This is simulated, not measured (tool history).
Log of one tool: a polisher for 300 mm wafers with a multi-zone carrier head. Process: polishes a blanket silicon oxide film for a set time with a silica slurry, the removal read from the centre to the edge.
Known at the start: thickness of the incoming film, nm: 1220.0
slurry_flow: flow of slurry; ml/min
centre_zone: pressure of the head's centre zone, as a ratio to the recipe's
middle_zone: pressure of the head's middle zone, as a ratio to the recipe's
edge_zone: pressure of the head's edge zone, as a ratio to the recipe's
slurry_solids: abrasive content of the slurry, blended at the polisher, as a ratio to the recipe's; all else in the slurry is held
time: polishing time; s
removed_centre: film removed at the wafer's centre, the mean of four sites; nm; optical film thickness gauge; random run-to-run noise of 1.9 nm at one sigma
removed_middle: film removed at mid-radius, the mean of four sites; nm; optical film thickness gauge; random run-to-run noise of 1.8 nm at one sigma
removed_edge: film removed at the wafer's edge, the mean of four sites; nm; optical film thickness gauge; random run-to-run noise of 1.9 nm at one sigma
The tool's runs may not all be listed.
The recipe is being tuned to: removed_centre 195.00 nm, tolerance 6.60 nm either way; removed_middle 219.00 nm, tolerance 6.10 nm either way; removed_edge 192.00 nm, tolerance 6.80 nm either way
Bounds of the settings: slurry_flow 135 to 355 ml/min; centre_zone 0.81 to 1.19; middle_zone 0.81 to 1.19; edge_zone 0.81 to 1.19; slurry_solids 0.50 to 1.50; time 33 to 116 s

run,day,slurry_flow,centre_zone,middle_zone,edge_zone,slurry_solids,time,removed_centre,removed_middle,removed_edge
1,0.000,225,1.00,1.00,1.00,1.00,74,216.05,223.09,219.28
2,0.196,220,0.99,1.01,0.97,1.00,74,216.68,224.19,214.27
3,0.254,220,1.04,1.01,0.97,1.00,74,232.94,221.87,217.65
4,0.588,215,1.02,1.02,0.95,1.00,74,224.37,223.74,209.64
5,0.662,205,1.00,1.02,0.94,1.00,74,214.63,226.35,209.54
6,0.712,200,0.99,1.02,0.92,1.00,74,215.14,221.09,210.40
7,0.792,200,0.98,1.03,0.91,0.95,74,204.83,215.74,198.87
8,1.038,200,0.97,1.04,0.90,0.95,74,202.08,215.55,199.06

Exercise: of the 5 proposed moves below, exactly one satisfies all targets within the stated allowed misses. Which move is it?
A,1.283,215,0.93,0.99,0.92,1.10,68,?,?,?
B,1.283,190,0.95,1.08,0.87,1.10,67,?,?,?
C,1.283,185,1.04,1.08,0.92,1.10,68,?,?,?
D,1.283,180,1.04,1.02,0.81,0.95,75,?,?,?
E,1.283,235,0.99,0.88,0.89,0.85,82,?,?,?

move,removed_centre,removed_middle,removed_edge
A,193.52,212.89,207.50
B,190.64,219.77,196.18
C,210.86,221.89,203.56
D,209.74,211.51,191.80
E,209.33,197.84,207.01
A: meets the target for the result that was furthest off, but another lies outside its allowed miss
B: in spec on every target
C: misses by more than the last run did
D: misses by more than the last run did
E: misses by more than the last run did
Correct choice: B, which meets every target
